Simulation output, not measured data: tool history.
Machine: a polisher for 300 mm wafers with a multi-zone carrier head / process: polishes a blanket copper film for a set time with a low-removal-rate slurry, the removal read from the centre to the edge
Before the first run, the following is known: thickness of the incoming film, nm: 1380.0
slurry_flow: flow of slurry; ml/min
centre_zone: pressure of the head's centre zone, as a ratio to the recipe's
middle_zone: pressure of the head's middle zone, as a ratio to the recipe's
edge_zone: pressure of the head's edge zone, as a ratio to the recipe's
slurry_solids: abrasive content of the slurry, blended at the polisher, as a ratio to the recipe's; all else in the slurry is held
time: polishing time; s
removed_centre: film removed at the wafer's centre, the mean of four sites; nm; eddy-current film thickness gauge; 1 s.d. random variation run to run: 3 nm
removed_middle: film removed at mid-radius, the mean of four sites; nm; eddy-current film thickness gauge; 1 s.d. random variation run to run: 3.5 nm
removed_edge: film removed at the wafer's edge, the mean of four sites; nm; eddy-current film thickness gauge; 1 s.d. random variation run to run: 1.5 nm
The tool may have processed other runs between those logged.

| run | hour | slurry_flow | centre_zone | middle_zone | edge_zone | slurry_solids | time | removed_centre | removed_middle | removed_edge |
|---|---|---|---|---|---|---|---|---|---|---|
| 1 | 0.0 | 240 | 1.00 | 1.00 | 1.00 | 1.00 | 81 | 311.73 | 322.27 | 318.85 |
| 2 | 1.5 | 235 | 1.00 | 0.98 | 0.97 | 0.90 | 80 | 303.70 | 294.40 | 303.45 |
| 3 | 5.1 | 235 | 1.00 | 1.04 | 0.97 | 0.90 | 80 | 300.80 | 309.43 | 299.30 |
| 4 | 6.8 | 230 | 0.99 | 1.04 | 0.94 | 0.85 | 80 | 288.89 | 303.11 | 296.90 |
| 5 | 14.7 | 185 | 0.99 | 1.04 | 0.94 | 0.85 | 80 | 285.88 | 299.43 | 287.55 |
| 6 | 19.6 | 185 | 0.99 | 1.04 | 0.94 | 0.95 | 80 | 296.55 | 314.53 | 296.84 |
| 7 | 23.1 | 180 | 1.00 | 1.04 | 0.93 | 0.85 | 79 | 282.94 | 282.56 | 282.10 |
| 8 | 27.1 | 180 | 1.01 | 1.06 | 0.91 | 0.80 | 78 | 282.57 | 293.24 | 272.77 |
| 9 | 34.5 | 175 | 1.01 | 1.05 | 0.90 | 0.75 | 78 | 266.89 | 288.75 | 263.99 |

Estimate the outcome of run 10 from the log above:
| 10 | 40.3 | 170 | 1.02 | 1.02 | 0.89 | 0.75 | 78 | ? | ? | ? |

removed_centre: 273.86 nm
removed_middle: 276.70 nm
removed_edge: 265.73 nm
